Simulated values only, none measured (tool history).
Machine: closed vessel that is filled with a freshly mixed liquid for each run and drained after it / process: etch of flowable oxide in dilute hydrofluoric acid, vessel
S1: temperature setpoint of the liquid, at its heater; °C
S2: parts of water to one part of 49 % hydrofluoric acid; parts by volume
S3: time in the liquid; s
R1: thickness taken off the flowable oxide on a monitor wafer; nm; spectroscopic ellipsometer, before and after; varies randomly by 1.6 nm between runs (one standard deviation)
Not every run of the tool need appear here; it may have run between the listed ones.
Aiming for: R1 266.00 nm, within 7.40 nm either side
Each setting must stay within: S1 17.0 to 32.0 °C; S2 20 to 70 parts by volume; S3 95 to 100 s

run 1 hour=0.0 | S1=24.0 S2=40 S3=95 | R1=156.19
run 2 hour=8.5 | S1=26.5 S2=35 S3=95 | R1=202.33
run 3 hour=15.6 | S1=29.5 S2=35 S3=95 | R1=225.80
run 4 hour=20.9 | S1=29.5 S2=35 S3=100 | R1=237.95
run 5 hour=27.0 | S1=27.5 S2=35 S3=100 | R1=220.86
run 6 hour=31.7 | S1=29.0 S2=35 S3=100 | R1=229.63
run 7 hour=39.3 | S1=32.0 S2=30 S3=100 | R1=310.34
run 8 hour=40.9 | S1=31.0 S2=30 S3=100 | R1=296.03
run 9 hour=44.6 | S1=30.0 S2=30 S3=100 | R1=286.65

Which one of the following 4 next-run settings gets every result inside its allowed miss? There is exactly one.
run A hour=48.3 | S1=32.0 S2=30 S3=100 | R1=?
run B hour=48.3 | S1=29.5 S2=25 S3=95 | R1=?
run C hour=48.3 | S1=28.0 S2=30 S3=100 | R1=?
run D hour=48.3 | S1=27.5 S2=25 S3=100 | R1=?

move=A R1=308.81
move=B R1=321.21
move=C R1=263.12
move=D R1=311.69
A: further off than the last run
B: further off than the last run
C: all results land within tolerance of their targets
D: further off than the last run
Move C is the one to make.
